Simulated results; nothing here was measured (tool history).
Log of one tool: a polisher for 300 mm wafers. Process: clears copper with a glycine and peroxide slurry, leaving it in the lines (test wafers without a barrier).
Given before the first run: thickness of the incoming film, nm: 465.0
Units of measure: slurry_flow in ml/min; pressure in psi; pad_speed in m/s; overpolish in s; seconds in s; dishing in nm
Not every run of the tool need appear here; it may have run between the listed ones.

{"run": 1, "hour": 0.0, "slurry_flow": 260, "pressure": 2.5, "pad_speed": 0.78, "overpolish": 23, "seconds": 141.5, "dishing": 51.531}
{"run": 2, "hour": 1.3, "slurry_flow": 260, "pressure": 2.9, "pad_speed": 0.78, "overpolish": 23, "seconds": 126.51, "dishing": 58.763}
{"run": 3, "hour": 9.7, "slurry_flow": 260, "pressure": 2.9, "pad_speed": 0.86, "overpolish": 23, "seconds": 119.16, "dishing": 58.486}
{"run": 4, "hour": 16.3, "slurry_flow": 260, "pressure": 2.6, "pad_speed": 0.86, "overpolish": 23, "seconds": 128.59, "dishing": 55.064}
{"run": 5, "hour": 18.9, "slurry_flow": 215, "pressure": 2.6, "pad_speed": 0.86, "overpolish": 23, "seconds": 131.09, "dishing": 55.822}
{"run": 6, "hour": 22.9, "slurry_flow": 215, "pressure": 2.6, "pad_speed": 0.86, "overpolish": 15, "seconds": 131, "dishing": 38.748}

Estimate the outcome of run 7 from the log above:
{"run": 7, "hour": 31.2, "slurry_flow": 215, "pressure": 2.5, "pad_speed": 0.86, "overpolish": 17, "seconds": "?", "dishing": "?"}

{"run 7": {"seconds": 134.8, "dishing": 41.085}}

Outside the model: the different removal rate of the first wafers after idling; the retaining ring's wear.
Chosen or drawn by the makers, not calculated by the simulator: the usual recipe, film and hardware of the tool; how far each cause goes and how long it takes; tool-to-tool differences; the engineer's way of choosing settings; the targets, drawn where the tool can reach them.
